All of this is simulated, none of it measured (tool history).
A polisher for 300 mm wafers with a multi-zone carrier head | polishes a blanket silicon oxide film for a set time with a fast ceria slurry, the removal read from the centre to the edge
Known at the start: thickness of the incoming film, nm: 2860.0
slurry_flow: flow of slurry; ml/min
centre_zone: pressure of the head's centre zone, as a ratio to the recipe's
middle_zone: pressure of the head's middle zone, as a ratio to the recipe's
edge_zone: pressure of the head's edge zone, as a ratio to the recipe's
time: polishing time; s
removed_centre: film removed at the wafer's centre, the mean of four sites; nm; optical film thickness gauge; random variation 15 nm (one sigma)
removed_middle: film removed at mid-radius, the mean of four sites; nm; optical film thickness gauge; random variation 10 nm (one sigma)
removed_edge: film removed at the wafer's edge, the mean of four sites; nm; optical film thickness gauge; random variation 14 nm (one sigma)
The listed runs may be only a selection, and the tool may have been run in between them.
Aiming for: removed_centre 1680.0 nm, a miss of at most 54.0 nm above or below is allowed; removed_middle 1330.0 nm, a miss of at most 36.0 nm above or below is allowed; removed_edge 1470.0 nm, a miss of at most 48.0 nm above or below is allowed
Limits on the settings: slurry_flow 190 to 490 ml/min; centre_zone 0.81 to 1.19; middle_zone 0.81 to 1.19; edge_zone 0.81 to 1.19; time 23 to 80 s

run	hour	slurry_flow	centre_zone	middle_zone	edge_zone	time	removed_centre	removed_middle	removed_edge
1	0.0	315	1.00	1.00	1.00	51	1078.2	1028.6	1048.9
2	5.5	320	1.02	1.00	1.02	52	1102.6	1071.8	1056.2
3	6.5	320	1.02	1.00	1.02	60	1293.8	1233.1	1225.7
4	10.6	320	1.05	1.00	1.02	60	1328.0	1215.8	1224.9
5	15.0	320	1.05	1.06	1.02	60	1320.2	1294.3	1230.7
6	22.7	395	1.05	1.06	1.02	60	1361.6	1302.5	1243.3
7	27.4	395	1.06	1.05	1.03	61	1390.9	1316.6	1294.4
8	35.1	400	1.07	1.04	1.04	61	1375.1	1299.3	1288.3
9	36.2	405	1.08	1.03	1.04	62	1413.3	1324.2	1314.3
10	38.3	405	1.09	1.01	1.04	63	1493.7	1299.8	1334.3
11	41.7	405	1.10	1.01	1.05	63	1489.1	1308.1	1331.5

Exercise: of the 4 proposed moves below, exactly one satisfies all targets within the stated allowed misses. Which move is it?
A	45.1	450	1.06	1.05	1.09	57	?	?	?
B	45.1	445	1.11	1.15	1.09	56	?	?	?
C	45.1	400	1.15	0.92	1.08	69	?	?	?
D	45.1	370	1.00	1.01	1.18	60	?	?	?

move	removed_centre	removed_middle	removed_edge
A	1301.8	1246.4	1223.8
B	1339.5	1314.7	1200.2
C	1694.4	1351.1	1468.4
D	1272.6	1255.9	1324.9
A: its largest miss is bigger than the last run's
B: its largest miss is bigger than the last run's
C: meets every target
D: its largest miss is bigger than the last run's
Answer: C

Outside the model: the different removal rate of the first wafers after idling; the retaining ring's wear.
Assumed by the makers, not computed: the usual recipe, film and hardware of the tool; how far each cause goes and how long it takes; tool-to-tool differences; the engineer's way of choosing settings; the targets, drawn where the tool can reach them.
